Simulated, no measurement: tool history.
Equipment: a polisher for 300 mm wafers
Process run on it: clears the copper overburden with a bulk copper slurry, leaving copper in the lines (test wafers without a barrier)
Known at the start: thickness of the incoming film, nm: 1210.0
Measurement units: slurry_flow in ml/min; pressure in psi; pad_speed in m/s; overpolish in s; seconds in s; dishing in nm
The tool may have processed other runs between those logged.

| run | hour | slurry_flow | pressure | pad_speed | slurry_solids | overpolish | seconds | dishing |
|---|---|---|---|---|---|---|---|---|
| 1 | 0 | 160 | 2.7 | 1.04 | 1 | 28 | 135.71 | 117.36 |
| 2 | 2.6 | 160 | 3 | 1.04 | 1 | 28 | 122.3 | 120.13 |
| 3 | 4.7 | 160 | 3 | 1.04 | 1.2 | 28 | 119.15 | 124.26 |
| 4 | 13.4 | 160 | 2.6 | 1.04 | 1.2 | 33 | 134.13 | 121.59 |
| 5 | 16.6 | 150 | 2.4 | 1.02 | 1.15 | 40 | 153.58 | 122.67 |
| 6 | 22.8 | 150 | 2.4 | 1.02 | 1.15 | 28 | 153.26 | 105.11 |
| 7 | 26.4 | 140 | 2.3 | 1.02 | 1.15 | 37 | 161.12 | 114.24 |
| 8 | 27.5 | 135 | 2.3 | 1.02 | 1.15 | 43 | 164.06 | 122.88 |
| 9 | 36.2 | 130 | 2.3 | 1.02 | 1.15 | 47 | 161.46 | 125.55 |
| 10 | 44 | 145 | 2.2 | 1.02 | 1.15 | 50 | 163.38 | 122.95 |

Run 11 has not been measured yet. What should we expect?
| 11 | 46.5 | 130 | 2.2 | 1 | 1.2 | 52 | ? | ? |

{"run 11": {"seconds": 166.86, "dishing": 128.78}}
